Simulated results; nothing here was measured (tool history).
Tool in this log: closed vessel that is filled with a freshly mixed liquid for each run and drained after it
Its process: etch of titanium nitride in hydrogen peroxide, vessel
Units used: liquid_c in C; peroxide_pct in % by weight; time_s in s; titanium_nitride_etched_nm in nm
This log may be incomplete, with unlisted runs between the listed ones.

run	hour	liquid_c	peroxide_pct	time_s	titanium_nitride_etched_nm
1	0.0	52.0	19.5	150	9.1476
2	4.7	52.5	19.5	150	9.4723
3	12.7	53.0	19.5	150	9.7138
4	14.4	53.5	19.5	150	10.2720
5	22.6	48.0	19.5	150	6.8505
6	29.1	48.0	19.5	150	6.8807
7	32.6	49.5	19.5	150	7.6814
8	36.4	50.5	19.5	150	8.2024

The next listed run, before its measurement:
9	38.2	50.5	19.5	150	?

{"run 9": {"titanium_nitride_etched_nm": 8.2235}}

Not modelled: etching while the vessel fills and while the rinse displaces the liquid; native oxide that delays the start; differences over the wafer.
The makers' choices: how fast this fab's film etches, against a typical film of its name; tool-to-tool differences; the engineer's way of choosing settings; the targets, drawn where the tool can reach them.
